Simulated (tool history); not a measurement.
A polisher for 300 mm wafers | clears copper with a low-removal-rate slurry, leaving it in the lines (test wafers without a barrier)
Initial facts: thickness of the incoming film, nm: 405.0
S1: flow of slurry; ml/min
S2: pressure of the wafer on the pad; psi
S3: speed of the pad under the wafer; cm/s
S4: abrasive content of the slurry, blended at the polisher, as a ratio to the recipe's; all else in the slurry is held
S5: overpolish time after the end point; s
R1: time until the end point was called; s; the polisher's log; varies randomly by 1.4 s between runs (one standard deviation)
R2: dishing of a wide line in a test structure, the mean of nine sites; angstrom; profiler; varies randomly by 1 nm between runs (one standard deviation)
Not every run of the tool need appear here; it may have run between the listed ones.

run,day,S1,S2,S3,S4,S5,R1,R2
1,0,280,2.3,124,1,13,132.85,282.2
2,0.088,280,2.3,124,1,8,131.41,192.6
3,0.162,280,2.5,124,1,10,120.64,241.41
4,0.338,280,2.6,124,1,11,119.83,275.83
5,0.567,280,2.6,140,1,11,103.78,290.95
6,0.596,280,2.6,140,1.15,11,101.67,303.35

Run 7 is up next; what results do you expect?
7,0.75,280,2.6,140,1.15,12,?,?

R1: 100.75 s
R2: 327.66 angstrom

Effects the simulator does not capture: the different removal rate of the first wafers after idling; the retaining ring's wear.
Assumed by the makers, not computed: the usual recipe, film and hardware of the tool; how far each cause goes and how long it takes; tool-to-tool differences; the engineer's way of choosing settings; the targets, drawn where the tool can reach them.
